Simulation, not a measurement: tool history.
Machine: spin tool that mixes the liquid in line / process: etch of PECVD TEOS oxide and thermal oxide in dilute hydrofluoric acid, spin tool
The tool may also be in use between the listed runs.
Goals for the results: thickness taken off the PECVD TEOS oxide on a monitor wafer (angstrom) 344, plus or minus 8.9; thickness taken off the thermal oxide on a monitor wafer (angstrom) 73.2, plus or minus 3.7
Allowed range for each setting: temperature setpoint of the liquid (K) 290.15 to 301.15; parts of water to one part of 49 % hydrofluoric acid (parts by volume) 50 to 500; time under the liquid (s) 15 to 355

run	hour	temperature setpoint of the liquid (K)	parts of water to one part of 49 % hydrofluoric acid (parts by volume)	time under the liquid (s)	thickness taken off the PECVD TEOS oxide on a monitor wafer (angstrom)	thickness taken off the thermal oxide on a monitor wafer (angstrom)
1	0	293.15	275	180	97.004	20.098
2	7.7	293.15	275	130	69.818	15.394
3	16.2	293.15	275	105	56.84	12.088
4	20.7	293.15	275	145	78.208	16.708
5	26	294.65	230	150	107.07	22.249
6	32.8	295.65	195	150	135.18	28.945
7	36.1	296.65	170	150	165.14	34.939
8	44	297.65	150	150	199	42.405
9	48.6	298.15	140	150	220.14	46.911
10	51.9	301.15	65	150	589.11	125.6
11	57.6	297.15	65	150	499.41	106.24
12	64.7	297.15	70	150	461.38	98.004
13	70.8	296.65	75	150	417.26	89.561
14	74.3	295.65	75	150	403.12	84.713
15	82.1	295.15	75	150	394.97	82.909
16	89.9	294.65	75	150	388.09	80.833
17	96.8	294.15	75	150	377.38	81.436
18	99.9	293.65	75	150	372.74	79.502
19	105.3	293.15	75	150	361.35	77.119
20	108.1	292.65	75	150	356.87	74.126
21	115.1	292.65	80	150	331.02	68.63

Next run, 5 choices. One meets every target within its allowed miss, the rest don't. Which?
A	122.1	290.15	110	230	?	?
B	122.1	290.15	125	255	?	?
C	122.1	290.15	120	255	?	?
D	122.1	290.15	105	235	?	?
E	122.1	292.15	95	175	?	?

move	thickness taken off the PECVD TEOS oxide on a monitor wafer (angstrom)	thickness taken off the thermal oxide on a monitor wafer (angstrom)
A	320.95	67.181
B	308.41	64.556
C	322.88	67.585
D	345.31	72.28
E	312.31	65.373
A: lands further from the targets than the last run did
B: lands further from the targets than the last run did
C: lands further from the targets than the last run did
D: hits every target within its allowed miss
E: lands further from the targets than the last run did
Correct choice: D, which meets every target
